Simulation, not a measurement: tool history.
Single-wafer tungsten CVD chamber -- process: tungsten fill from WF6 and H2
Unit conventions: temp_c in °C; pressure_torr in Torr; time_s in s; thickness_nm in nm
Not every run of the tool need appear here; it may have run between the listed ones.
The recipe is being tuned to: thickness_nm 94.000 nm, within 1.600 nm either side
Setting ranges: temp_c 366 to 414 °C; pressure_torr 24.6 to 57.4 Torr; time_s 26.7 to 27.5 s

Run 1, hour 0.0: temp_c 390 °C, pressure_torr 41.0 Torr, time_s 26.7 s. Result: thickness_nm 68.554 nm.
Run 2, hour 5.4: temp_c 390 °C, pressure_torr 46.6 Torr, time_s 26.7 s. Result: thickness_nm 72.224 nm.
Run 3, hour 11.6: temp_c 391 °C, pressure_torr 46.6 Torr, time_s 26.7 s. Result: thickness_nm 73.685 nm.
Run 4, hour 13.9: temp_c 391 °C, pressure_torr 46.6 Torr, time_s 27.5 s. Result: thickness_nm 75.038 nm.
Run 5, hour 20.1: temp_c 397 °C, pressure_torr 46.6 Torr, time_s 27.5 s. Result: thickness_nm 83.952 nm.
Run 6, hour 27.3: temp_c 398 °C, pressure_torr 46.6 Torr, time_s 27.5 s. Result: thickness_nm 84.902 nm.
Run 7, hour 30.9: temp_c 399 °C, pressure_torr 46.6 Torr, time_s 27.5 s. Result: thickness_nm 86.360 nm.
Run 8, hour 32.4: temp_c 400 °C, pressure_torr 46.6 Torr, time_s 27.5 s. Result: thickness_nm 88.017 nm.
Run 9, hour 33.9: temp_c 402 °C, pressure_torr 46.7 Torr, time_s 27.5 s. Result: thickness_nm 90.390 nm.

Below are 5 possible settings for the next run. Only one of them brings all results inside the allowed miss of their targets. Which is it?
Run A, hour 35.4: temp_c 397 °C, pressure_torr 50.3 Torr, time_s 26.9 s. Result: thickness_nm ?.
Run B, hour 35.4: temp_c 399 °C, pressure_torr 50.2 Torr, time_s 26.7 s. Result: thickness_nm ?.
Run C, hour 35.4: temp_c 408 °C, pressure_torr 40.7 Torr, time_s 27.5 s. Result: thickness_nm ?.
Run D, hour 35.4: temp_c 400 °C, pressure_torr 46.9 Torr, time_s 26.7 s. Result: thickness_nm ?.
Run E, hour 35.4: temp_c 404 °C, pressure_torr 50.7 Torr, time_s 27.5 s. Result: thickness_nm ?.

move  thickness_nm
   A        83.700
   B        85.782
   C        93.121
   D        84.701
   E        96.127
A: further off than the last run
B: further off than the last run
C: all results in spec
D: further off than the last run
E: moves the result that the last run missed by most past its target, out the other side
Correct choice: C, which meets every target

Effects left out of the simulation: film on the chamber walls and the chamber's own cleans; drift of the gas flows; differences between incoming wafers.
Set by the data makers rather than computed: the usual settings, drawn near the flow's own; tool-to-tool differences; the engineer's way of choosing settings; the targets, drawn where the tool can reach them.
